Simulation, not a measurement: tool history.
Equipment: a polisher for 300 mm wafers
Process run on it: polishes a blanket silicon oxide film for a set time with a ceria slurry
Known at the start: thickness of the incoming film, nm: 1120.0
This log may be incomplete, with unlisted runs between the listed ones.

run,hour,flow of slurry (ml/min),pressure of the wafer on the pad (psi),speed of the pad under the wafer (cm/s),polishing time (s),film removed (nm)
1,0.0,255,3.1,108,28,106.150
2,3.0,250,2.8,108,28,96.097
3,9.5,245,2.6,108,28,89.474
4,10.6,245,2.6,98,28,83.193
5,19.5,245,3.0,98,28,94.578
6,26.1,240,2.8,98,28,88.923

Run 7 has not been measured yet. What should we expect?
7,27.4,240,2.7,98,28,?

{"run 7": {"film removed (nm)": 86.317}}
